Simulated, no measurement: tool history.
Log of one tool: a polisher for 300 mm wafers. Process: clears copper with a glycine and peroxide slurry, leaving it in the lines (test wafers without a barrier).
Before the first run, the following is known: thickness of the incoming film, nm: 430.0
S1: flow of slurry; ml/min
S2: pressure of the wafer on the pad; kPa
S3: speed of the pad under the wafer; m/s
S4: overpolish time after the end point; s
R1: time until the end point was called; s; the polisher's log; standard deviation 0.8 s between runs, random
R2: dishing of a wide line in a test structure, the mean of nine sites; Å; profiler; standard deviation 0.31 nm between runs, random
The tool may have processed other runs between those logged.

{"run": 1, "day": 0.0, "S1": 275, "S2": 20.7, "S3": 0.8, "S4": 23, "R1": 75.613, "R2": 466.53}
{"run": 2, "day": 0.158, "S1": 255, "S2": 18.6, "S3": 0.86, "S4": 20, "R1": 78.358, "R2": 435.31}
{"run": 3, "day": 0.271, "S1": 255, "S2": 18.6, "S3": 0.86, "S4": 14, "R1": 79.282, "R2": 355.21}
{"run": 4, "day": 0.479, "S1": 255, "S2": 14.5, "S3": 0.86, "S4": 14, "R1": 94.25, "R2": 320.63}
{"run": 5, "day": 0.533, "S1": 290, "S2": 14.5, "S3": 0.86, "S4": 14, "R1": 92.126, "R2": 318.4}
{"run": 6, "day": 0.817, "S1": 260, "S2": 14.5, "S3": 0.86, "S4": 14, "R1": 94.541, "R2": 314.29}
{"run": 7, "day": 1.083, "S1": 185, "S2": 9.7, "S3": 1.08, "S4": 7, "R1": 108.48, "R2": 168.25}
{"run": 8, "day": 1.262, "S1": 200, "S2": 9.7, "S3": 1.1, "S4": 7, "R1": 105.74, "R2": 177.06}

Forecast run 9:
{"run": 9, "day": 1.417, "S1": 210, "S2": 9.7, "S3": 1.12, "S4": 7, "R1": "?", "R2": "?"}

{"run 9": {"R1": 103.58, "R2": 180.3}}
